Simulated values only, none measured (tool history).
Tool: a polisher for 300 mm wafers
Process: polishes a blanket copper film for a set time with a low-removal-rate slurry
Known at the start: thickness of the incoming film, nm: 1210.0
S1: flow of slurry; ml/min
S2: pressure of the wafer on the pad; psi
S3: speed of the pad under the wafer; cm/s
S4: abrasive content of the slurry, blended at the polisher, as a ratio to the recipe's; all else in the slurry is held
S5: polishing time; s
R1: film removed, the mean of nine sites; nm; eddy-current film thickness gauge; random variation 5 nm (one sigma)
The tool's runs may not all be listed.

run 1 hour=0 | S1=165 S2=2.9 S3=134 S4=1 S5=70 | R1=263.9
run 2 hour=4 | S1=170 S2=3.4 S3=136 S4=1 S5=70 | R1=309.6
run 3 hour=9.7 | S1=170 S2=2.8 S3=136 S4=1 S5=70 | R1=266.67
run 4 hour=17.5 | S1=170 S2=2.8 S3=136 S4=1.15 S5=70 | R1=267.2
run 5 hour=19.2 | S1=145 S2=2.8 S3=136 S4=1.15 S5=70 | R1=260.99
run 6 hour=27.3 | S1=145 S2=2.8 S3=136 S4=1.15 S5=70 | R1=260.78

Run 7 comes next. What will it give?
run 7 hour=34.2 | S1=155 S2=3.4 S3=138 S4=1.15 S5=70 | R1=?

R1: 322.69 nm
